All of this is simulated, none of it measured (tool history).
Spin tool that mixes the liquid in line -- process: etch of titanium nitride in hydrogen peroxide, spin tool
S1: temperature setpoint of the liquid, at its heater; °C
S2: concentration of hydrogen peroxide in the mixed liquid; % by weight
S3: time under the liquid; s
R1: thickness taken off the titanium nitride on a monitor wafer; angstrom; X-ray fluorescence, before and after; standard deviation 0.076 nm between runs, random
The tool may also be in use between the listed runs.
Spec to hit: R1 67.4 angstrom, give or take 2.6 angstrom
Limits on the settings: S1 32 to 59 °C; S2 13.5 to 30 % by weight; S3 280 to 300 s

run	hour	S1	S2	S3	R1
1	0	43	25.5	280	41.519
2	8.3	44	25.5	280	44.972
3	9.6	44	27.5	280	45.259
4	13.2	45	27.5	280	50.326
5	21.3	45	30	280	50.843
6	25.3	45.5	30	280	50.883
7	33.2	46	30	280	54.211
8	42.1	46.5	30	280	55.371
9	44.5	47	30	280	58.886
10	45.8	47.5	30	280	60.307
11	48.6	48	30	280	62.711

Which single option among these 5 for the next run brings every result within its allowed miss of target? Just one does.
A	51.4	47	29.5	290	?
B	51.4	48.5	30	290	?
C	51.4	47	30	290	?
D	51.4	47	29.5	285	?
E	51.4	48	28	280	?

move	R1
A	59.108
B	66.219
C	59.329
D	58.088
E	60.709
A: misses by more than the last run did
B: hits every target within its allowed miss
C: misses by more than the last run did
D: misses by more than the last run did
E: misses by more than the last run did
The right move is B.
